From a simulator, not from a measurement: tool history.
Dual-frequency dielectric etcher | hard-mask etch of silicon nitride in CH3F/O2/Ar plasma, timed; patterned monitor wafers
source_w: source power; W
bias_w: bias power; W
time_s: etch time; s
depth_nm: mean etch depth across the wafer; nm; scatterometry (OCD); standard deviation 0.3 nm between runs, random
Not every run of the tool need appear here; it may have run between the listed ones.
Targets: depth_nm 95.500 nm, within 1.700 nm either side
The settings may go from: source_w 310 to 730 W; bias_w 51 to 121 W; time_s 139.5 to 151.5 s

run 1 hour=0.0 | source_w=520 bias_w=86 time_s=151.5 | depth_nm=126.330
run 2 hour=8.1 | source_w=480 bias_w=80 time_s=150.5 | depth_nm=117.040
run 3 hour=12.9 | source_w=450 bias_w=78 time_s=150.0 | depth_nm=113.420
run 4 hour=13.8 | source_w=450 bias_w=78 time_s=139.5 | depth_nm=104.980
run 5 hour=17.6 | source_w=430 bias_w=78 time_s=139.5 | depth_nm=102.310
run 6 hour=19.2 | source_w=420 bias_w=78 time_s=139.5 | depth_nm=101.010
run 7 hour=22.6 | source_w=420 bias_w=78 time_s=139.5 | depth_nm=100.590
run 8 hour=27.9 | source_w=410 bias_w=78 time_s=139.5 | depth_nm=99.564
run 9 hour=31.6 | source_w=400 bias_w=78 time_s=139.5 | depth_nm=98.641
run 10 hour=33.0 | source_w=390 bias_w=78 time_s=139.5 | depth_nm=97.744

Pick the move, out of 5, that brings all results within their allowed miss; only one does.
run A hour=34.4 | source_w=350 bias_w=75 time_s=142.0 | depth_nm=?
run B hour=34.4 | source_w=350 bias_w=72 time_s=148.0 | depth_nm=?
run C hour=34.4 | source_w=410 bias_w=72 time_s=141.0 | depth_nm=?
run D hour=34.4 | source_w=420 bias_w=75 time_s=141.0 | depth_nm=?
run E hour=34.4 | source_w=420 bias_w=77 time_s=139.5 | depth_nm=?

move=A depth_nm=92.124
move=B depth_nm=94.949
move=C depth_nm=98.753
move=D depth_nm=101.140
move=E depth_nm=100.780
A: takes the result that was furthest off past its target
B: every result lands within tolerance
C: lands further from the targets than the last run did
D: lands further from the targets than the last run did
E: lands further from the targets than the last run did
B is the move that brings every result within its allowed miss.

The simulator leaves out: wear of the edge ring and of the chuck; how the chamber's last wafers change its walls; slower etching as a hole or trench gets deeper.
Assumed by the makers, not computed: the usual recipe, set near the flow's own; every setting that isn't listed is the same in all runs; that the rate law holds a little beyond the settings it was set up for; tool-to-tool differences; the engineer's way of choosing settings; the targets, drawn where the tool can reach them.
